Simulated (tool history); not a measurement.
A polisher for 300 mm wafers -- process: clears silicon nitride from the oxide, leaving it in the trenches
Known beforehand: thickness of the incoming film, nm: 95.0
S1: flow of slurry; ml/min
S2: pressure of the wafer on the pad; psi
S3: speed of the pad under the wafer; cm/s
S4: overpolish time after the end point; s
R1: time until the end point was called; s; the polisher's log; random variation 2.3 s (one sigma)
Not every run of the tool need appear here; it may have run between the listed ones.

| run | hour | S1 | S2 | S3 | S4 | R1 |
|---|---|---|---|---|---|---|
| 1 | 0.0 | 205 | 3.4 | 92 | 7 | 85.534 |
| 2 | 7.5 | 205 | 3.4 | 92 | 7 | 80.759 |
| 3 | 10.5 | 205 | 3.2 | 92 | 7 | 88.927 |
| 4 | 12.2 | 205 | 3.0 | 92 | 7 | 88.220 |
| 5 | 13.6 | 205 | 3.0 | 102 | 7 | 83.866 |
| 6 | 16.2 | 160 | 3.0 | 102 | 7 | 85.942 |
| 7 | 20.0 | 160 | 2.8 | 100 | 7 | 90.168 |
| 8 | 27.4 | 160 | 2.7 | 98 | 7 | 94.381 |
| 9 | 36.1 | 160 | 2.6 | 96 | 7 | 98.834 |

Forecast run 10:
| 10 | 37.2 | 160 | 2.5 | 94 | 7 | ? |

R1: 100.770 s
